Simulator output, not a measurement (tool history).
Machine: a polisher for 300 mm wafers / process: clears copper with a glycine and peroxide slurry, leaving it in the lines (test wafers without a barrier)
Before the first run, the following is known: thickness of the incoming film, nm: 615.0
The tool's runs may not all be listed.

| run | hour | flow of slurry (ml/min) | pressure of the wafer on the pad (kPa) | speed of the pad under the wafer (cm/s) | overpolish time after the end point (s) | time until the end point was called (s) | dishing of a wide line in a test structure (Å) |
|---|---|---|---|---|---|---|---|
| 1 | 0.0 | 300 | 20.7 | 98 | 14 | 120.94 | 566.51 |
| 2 | 2.5 | 370 | 20.7 | 98 | 14 | 120.63 | 579.57 |
| 3 | 6.2 | 370 | 23.4 | 98 | 14 | 109.64 | 623.24 |
| 4 | 11.4 | 370 | 23.4 | 98 | 18 | 113.02 | 753.69 |
| 5 | 13.0 | 340 | 23.4 | 98 | 18 | 111.56 | 764.44 |
| 6 | 21.4 | 270 | 23.4 | 98 | 18 | 113.68 | 758.84 |

Run 7 comes next. What will it give?
| 7 | 24.0 | 270 | 24.1 | 98 | 20 | ? | ? |

time until the end point was called (s): 110.05
dishing of a wide line in a test structure (Å): 822.64
